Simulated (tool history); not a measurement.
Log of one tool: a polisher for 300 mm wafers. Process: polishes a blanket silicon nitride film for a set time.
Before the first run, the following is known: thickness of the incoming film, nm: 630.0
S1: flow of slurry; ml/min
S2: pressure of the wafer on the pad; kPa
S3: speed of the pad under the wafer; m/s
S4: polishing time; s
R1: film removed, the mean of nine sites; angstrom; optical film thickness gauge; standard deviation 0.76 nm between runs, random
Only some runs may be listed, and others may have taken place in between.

run,hour,S1,S2,S3,S4,R1
1,0,185,23.4,1.22,40,779.06
2,7.2,150,23.4,1.22,40,755.97
3,14.5,150,20,1.22,40,687.43
4,16,150,19.3,1.22,40,670.42
5,17.9,150,18.6,1.22,40,664.32
6,19.8,170,18.6,1.22,40,682.96

What does the tool deliver on the next run?
7,22.5,165,17.9,1.22,40,?

{"run 7": {"R1": 647.99}}
